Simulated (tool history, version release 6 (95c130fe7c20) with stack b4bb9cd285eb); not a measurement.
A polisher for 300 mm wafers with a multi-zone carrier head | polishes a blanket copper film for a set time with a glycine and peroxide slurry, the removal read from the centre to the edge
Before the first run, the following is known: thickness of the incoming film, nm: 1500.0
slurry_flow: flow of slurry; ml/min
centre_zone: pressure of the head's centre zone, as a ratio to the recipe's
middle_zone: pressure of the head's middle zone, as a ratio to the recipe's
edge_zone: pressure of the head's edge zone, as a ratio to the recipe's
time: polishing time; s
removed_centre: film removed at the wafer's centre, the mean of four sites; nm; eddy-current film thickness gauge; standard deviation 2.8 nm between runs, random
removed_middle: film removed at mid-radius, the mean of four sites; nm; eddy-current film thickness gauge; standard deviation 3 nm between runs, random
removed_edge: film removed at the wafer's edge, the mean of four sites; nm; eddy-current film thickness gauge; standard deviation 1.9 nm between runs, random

Run 1, hour 0: slurry_flow 265 ml/min, centre_zone 1, middle_zone 1, edge_zone 1, time 57 s. Result: removed_centre 206.44 nm, removed_middle 209.38 nm, removed_edge 206.87 nm.
Run 2, hour 4.3: slurry_flow 265 ml/min, centre_zone 1, middle_zone 1, edge_zone 0.93, time 57 s. Result: removed_centre 210.75 nm, removed_middle 209.69 nm, removed_edge 199.74 nm.
Run 3, hour 8.6: slurry_flow 270 ml/min, centre_zone 0.99, middle_zone 1, edge_zone 0.98, time 61 s. Result: removed_centre 222.08 nm, removed_middle 221.09 nm, removed_edge 220.31 nm.
Run 4, hour 10.7: slurry_flow 235 ml/min, centre_zone 0.99, middle_zone 1, edge_zone 0.98, time 61 s. Result: removed_centre 217.73 nm, removed_middle 213.8 nm, removed_edge 216.26 nm.
Run 5, hour 14.5: slurry_flow 235 ml/min, centre_zone 0.99, middle_zone 1.04, edge_zone 0.98, time 61 s. Result: removed_centre 220 nm, removed_middle 225.79 nm, removed_edge 218.16 nm.
Run 6, hour 23: slurry_flow 245 ml/min, centre_zone 0.98, middle_zone 1.05, edge_zone 1.02, time 64 s. Result: removed_centre 226.94 nm, removed_middle 237.47 nm, removed_edge 233.46 nm.
Run 7, hour 29.7: slurry_flow 260 ml/min, centre_zone 0.97, middle_zone 1.05, edge_zone 1.05, time 66 s. Result: removed_centre 236.09 nm, removed_middle 248.69 nm, removed_edge 242.98 nm.
Run 8, hour 33.6: slurry_flow 255 ml/min, centre_zone 0.95, middle_zone 1.05, edge_zone 1.07, time 69 s. Result: removed_centre 243.12 nm, removed_middle 258.01 nm, removed_edge 258.42 nm.
Run 9, hour 41.9: slurry_flow 265 ml/min, centre_zone 0.94, middle_zone 1.05, edge_zone 1.1, time 70 s. Result: removed_centre 242.63 nm, removed_middle 259.46 nm, removed_edge 267.42 nm.
Run 10, hour 46.5: slurry_flow 275 ml/min, centre_zone 0.93, middle_zone 1.06, edge_zone 1.12, time 71 s. Result: removed_centre 242.09 nm, removed_middle 266.14 nm, removed_edge 273.27 nm.
Run 11, hour 52.5: slurry_flow 280 ml/min, centre_zone 0.93, middle_zone 1.06, edge_zone 1.13, time 72 s. Result: removed_centre 246.87 nm, removed_middle 271.67 nm, removed_edge 278.27 nm.
Run 12, hour 58.7: slurry_flow 280 ml/min, centre_zone 0.93, middle_zone 1.06, edge_zone 1.14, time 73 s. Result: removed_centre 245.83 nm, removed_middle 276.92 nm, removed_edge 287.17 nm.
Run 13, hour 63.6: slurry_flow 285 ml/min, centre_zone 0.94, middle_zone 1.06, edge_zone 1.15, time 73 s. Result: removed_centre 248.31 nm, removed_middle 272.76 nm, removed_edge 284.86 nm.

Run 14 is up next; what results do you expect?
Run 14, hour 68.4: slurry_flow 285 ml/min, centre_zone 0.94, middle_zone 1.06, edge_zone 1.16, time 74 s. Result: removed_centre ?, removed_middle ?, removed_edge ?.

{"run 14": {"removed_centre": 257.72, "removed_middle": 280.44, "removed_edge": 288.87}}
